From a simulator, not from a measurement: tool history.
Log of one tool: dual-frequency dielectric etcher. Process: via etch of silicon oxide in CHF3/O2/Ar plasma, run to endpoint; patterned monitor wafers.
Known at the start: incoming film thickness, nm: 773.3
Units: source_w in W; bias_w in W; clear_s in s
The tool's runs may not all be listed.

Run 1, hour 0: source_w 820 W, bias_w 122 W. Result: clear_s 366.71 s.
Run 2, hour 2: source_w 820 W, bias_w 107 W. Result: clear_s 380.44 s.
Run 3, hour 4.6: source_w 820 W, bias_w 114 W. Result: clear_s 374.18 s.
Run 4, hour 8: source_w 890 W, bias_w 117 W. Result: clear_s 355.92 s.
Run 5, hour 11.8: source_w 800 W, bias_w 117 W. Result: clear_s 376.31 s.
Run 6, hour 14.6: source_w 800 W, bias_w 128 W. Result: clear_s 369.49 s.

Run 7 comes next. What will it give?
Run 7, hour 23.5: source_w 860 W, bias_w 129 W. Result: clear_s ?.

Run 7 gave clear_s 351.52 s.

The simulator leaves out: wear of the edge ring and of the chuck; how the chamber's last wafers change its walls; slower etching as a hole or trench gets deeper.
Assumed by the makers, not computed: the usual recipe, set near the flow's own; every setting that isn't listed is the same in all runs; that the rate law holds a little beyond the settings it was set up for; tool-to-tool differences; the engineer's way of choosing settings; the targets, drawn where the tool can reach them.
